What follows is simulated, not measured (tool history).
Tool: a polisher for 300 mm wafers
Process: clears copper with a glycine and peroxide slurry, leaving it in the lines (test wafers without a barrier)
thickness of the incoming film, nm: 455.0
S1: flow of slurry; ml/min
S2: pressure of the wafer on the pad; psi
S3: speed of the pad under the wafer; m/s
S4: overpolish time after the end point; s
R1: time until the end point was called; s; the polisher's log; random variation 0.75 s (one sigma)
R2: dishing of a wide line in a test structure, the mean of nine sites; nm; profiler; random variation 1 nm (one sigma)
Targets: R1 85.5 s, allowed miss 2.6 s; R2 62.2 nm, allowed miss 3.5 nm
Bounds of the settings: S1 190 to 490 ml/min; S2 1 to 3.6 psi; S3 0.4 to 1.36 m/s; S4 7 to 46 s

Run 1, day 0: S1 315 ml/min, S2 2.3 psi, S3 0.88 m/s, S4 24 s. Result: R1 121.49 s, R2 62.135 nm.
Run 2, day 0.071: S1 315 ml/min, S2 2.3 psi, S3 0.76 m/s, S4 24 s. Result: R1 131.5 s, R2 56.598 nm.
Run 3, day 0.158: S1 315 ml/min, S2 2.3 psi, S3 0.76 m/s, S4 14 s. Result: R1 132.02 s, R2 37.199 nm.
Run 4, day 0.425: S1 315 ml/min, S2 2 psi, S3 0.76 m/s, S4 14 s. Result: R1 137.67 s, R2 34.897 nm.
Run 5, day 0.542: S1 315 ml/min, S2 2 psi, S3 0.76 m/s, S4 18 s. Result: R1 138.26 s, R2 43.81 nm.
Run 6, day 0.588: S1 365 ml/min, S2 2 psi, S3 0.76 m/s, S4 18 s. Result: R1 137.63 s, R2 45.877 nm.
Run 7, day 0.854: S1 385 ml/min, S2 2.4 psi, S3 0.8 m/s, S4 17 s. Result: R1 123.55 s, R2 46.359 nm.
Run 8, day 1.175: S1 390 ml/min, S2 2.7 psi, S3 0.84 m/s, S4 17 s. Result: R1 112.67 s, R2 48.83 nm.
Run 9, day 1.471: S1 395 ml/min, S2 2.9 psi, S3 0.88 m/s, S4 17 s. Result: R1 106.36 s, R2 51.711 nm.
Run 10, day 1.625: S1 395 ml/min, S2 3.1 psi, S3 0.9 m/s, S4 17 s. Result: R1 101.98 s, R2 54.906 nm.
Run 11, day 1.862: S1 400 ml/min, S2 3.6 psi, S3 1 m/s, S4 15 s. Result: R1 89.004 s, R2 55.736 nm.
Run 12, day 2.15: S1 400 ml/min, S2 3.6 psi, S3 1.02 m/s, S4 16 s. Result: R1 87.954 s, R2 58.641 nm.

4 next moves are on the table. One of them brings every result within its allowed miss. Which?
Run A, day 2.438: S1 445 ml/min, S2 3.6 psi, S3 0.94 m/s, S4 18 s. Result: R1 ?, R2 ?.
Run B, day 2.438: S1 430 ml/min, S2 3.2 psi, S3 1.18 m/s, S4 17 s. Result: R1 ?, R2 ?.
Run C, day 2.438: S1 490 ml/min, S2 3.6 psi, S3 1.2 m/s, S4 19 s. Result: R1 ?, R2 ?.
Run D, day 2.438: S1 275 ml/min, S2 3.5 psi, S3 1.04 m/s, S4 18 s. Result: R1 ?, R2 ?.

move      R1      R2
   A   90.36  64.731
   B  85.211  64.235
   C  78.227  74.858
   D  89.651  64.934
A: brings the result that was furthest off to its target, and leaves another outside
B: meets every target
C: takes the result that was furthest off past its target
D: brings the result that was furthest off to its target, and leaves another outside
Answer: B

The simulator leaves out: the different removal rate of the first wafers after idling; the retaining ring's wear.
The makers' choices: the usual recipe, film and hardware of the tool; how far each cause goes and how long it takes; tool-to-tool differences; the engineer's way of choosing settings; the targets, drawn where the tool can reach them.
